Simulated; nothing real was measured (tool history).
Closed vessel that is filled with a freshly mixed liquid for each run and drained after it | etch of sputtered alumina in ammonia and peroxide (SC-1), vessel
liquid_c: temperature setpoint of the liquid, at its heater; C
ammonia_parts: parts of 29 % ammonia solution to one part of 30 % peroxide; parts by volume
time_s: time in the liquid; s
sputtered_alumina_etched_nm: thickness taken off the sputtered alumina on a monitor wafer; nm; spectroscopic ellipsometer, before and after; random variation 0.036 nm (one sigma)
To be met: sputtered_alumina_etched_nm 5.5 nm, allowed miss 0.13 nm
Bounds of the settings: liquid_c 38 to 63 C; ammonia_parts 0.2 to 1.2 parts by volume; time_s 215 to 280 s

run 1 day=0 | liquid_c=47 ammonia_parts=0.8 time_s=280 | sputtered_alumina_etched_nm=8.8982
run 2 day=0.329 | liquid_c=43 ammonia_parts=0.8 time_s=280 | sputtered_alumina_etched_nm=7.09
run 3 day=0.571 | liquid_c=49.5 ammonia_parts=0.8 time_s=280 | sputtered_alumina_etched_nm=10.181
run 4 day=0.958 | liquid_c=49.5 ammonia_parts=1.05 time_s=280 | sputtered_alumina_etched_nm=10.554
run 5 day=1.283 | liquid_c=48 ammonia_parts=1.05 time_s=280 | sputtered_alumina_etched_nm=9.8111
run 6 day=1.492 | liquid_c=46.5 ammonia_parts=1.05 time_s=280 | sputtered_alumina_etched_nm=8.9294
run 7 day=1.879 | liquid_c=46.5 ammonia_parts=1.05 time_s=280 | sputtered_alumina_etched_nm=8.8869
run 8 day=2.25 | liquid_c=45.5 ammonia_parts=1.05 time_s=280 | sputtered_alumina_etched_nm=8.4156
run 9 day=2.533 | liquid_c=45.5 ammonia_parts=1.05 time_s=280 | sputtered_alumina_etched_nm=8.3836
run 10 day=2.842 | liquid_c=44.5 ammonia_parts=1.05 time_s=280 | sputtered_alumina_etched_nm=7.9301
run 11 day=3.204 | liquid_c=43.5 ammonia_parts=1.05 time_s=280 | sputtered_alumina_etched_nm=7.5335
run 12 day=3.338 | liquid_c=42.5 ammonia_parts=1.05 time_s=280 | sputtered_alumina_etched_nm=7.1123
run 13 day=3.45 | liquid_c=42 ammonia_parts=1.05 time_s=280 | sputtered_alumina_etched_nm=6.9153

Which of these 4 next moves meets every target?
run A day=3.562 | liquid_c=40 ammonia_parts=1.15 time_s=270 | sputtered_alumina_etched_nm=?
run B day=3.562 | liquid_c=44 ammonia_parts=0.9 time_s=215 | sputtered_alumina_etched_nm=?
run C day=3.562 | liquid_c=40.5 ammonia_parts=1 time_s=260 | sputtered_alumina_etched_nm=?
run D day=3.562 | liquid_c=39 ammonia_parts=1.2 time_s=260 | sputtered_alumina_etched_nm=?

move=A sputtered_alumina_etched_nm=5.9699
move=B sputtered_alumina_etched_nm=5.8596
move=C sputtered_alumina_etched_nm=5.8418
move=D sputtered_alumina_etched_nm=5.4406
A: nearer than the last run, and not there yet
B: nearer than the last run, and not there yet
C: nearer than the last run, and not there yet
D: meets every target
Move D is the one to make.
